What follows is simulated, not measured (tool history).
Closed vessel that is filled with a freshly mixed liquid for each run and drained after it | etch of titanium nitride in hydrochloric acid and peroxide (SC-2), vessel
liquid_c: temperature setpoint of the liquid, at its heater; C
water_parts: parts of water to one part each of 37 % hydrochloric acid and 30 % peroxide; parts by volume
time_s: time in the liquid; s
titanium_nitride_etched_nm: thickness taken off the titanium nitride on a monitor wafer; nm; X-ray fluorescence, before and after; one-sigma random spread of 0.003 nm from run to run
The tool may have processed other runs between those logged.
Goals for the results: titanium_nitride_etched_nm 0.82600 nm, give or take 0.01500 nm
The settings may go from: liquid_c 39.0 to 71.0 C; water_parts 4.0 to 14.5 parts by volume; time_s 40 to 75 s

{"run": 1, "hour": 0.0, "liquid_c": 55.0, "water_parts": 8.0, "time_s": 75, "titanium_nitride_etched_nm": 2.4368}
{"run": 2, "hour": 9.1, "liquid_c": 57.5, "water_parts": 8.0, "time_s": 75, "titanium_nitride_etched_nm": 2.85}
{"run": 3, "hour": 15.6, "liquid_c": 55.0, "water_parts": 8.0, "time_s": 75, "titanium_nitride_etched_nm": 2.4305}
{"run": 4, "hour": 21.4, "liquid_c": 55.0, "water_parts": 8.0, "time_s": 75, "titanium_nitride_etched_nm": 2.458}
{"run": 5, "hour": 28.7, "liquid_c": 52.5, "water_parts": 8.0, "time_s": 75, "titanium_nitride_etched_nm": 2.0707}
{"run": 6, "hour": 37.2, "liquid_c": 50.5, "water_parts": 8.0, "time_s": 75, "titanium_nitride_etched_nm": 1.8197}
{"run": 7, "hour": 46.5, "liquid_c": 42.5, "water_parts": 8.5, "time_s": 75, "titanium_nitride_etched_nm": 1.0072}
{"run": 8, "hour": 49.6, "liquid_c": 42.0, "water_parts": 8.5, "time_s": 75, "titanium_nitride_etched_nm": 0.97632}
{"run": 9, "hour": 58.9, "liquid_c": 39.0, "water_parts": 8.5, "time_s": 75, "titanium_nitride_etched_nm": 0.78499}

Consider the 4 candidate settings below. Which is the only one whose results all fall within their allowed miss of target?
{"run": "A", "hour": 68.2, "liquid_c": 41.0, "water_parts": 9.0, "time_s": 75, "titanium_nitride_etched_nm": "?"}
{"run": "B", "hour": 68.2, "liquid_c": 39.0, "water_parts": 7.5, "time_s": 75, "titanium_nitride_etched_nm": "?"}
{"run": "C", "hour": 68.2, "liquid_c": 41.5, "water_parts": 10.0, "time_s": 75, "titanium_nitride_etched_nm": "?"}
{"run": "D", "hour": 68.2, "liquid_c": 43.5, "water_parts": 8.5, "time_s": 60, "titanium_nitride_etched_nm": "?"}

move=A titanium_nitride_etched_nm=0.86903
move=B titanium_nitride_etched_nm=0.87033
move=C titanium_nitride_etched_nm=0.82646
move=D titanium_nitride_etched_nm=0.86673
A: pushes the last run's worst result past its target
B: pushes the last run's worst result past its target
C: every result lands within tolerance
D: pushes the last run's worst result past its target
Go with C: it meets all targets.
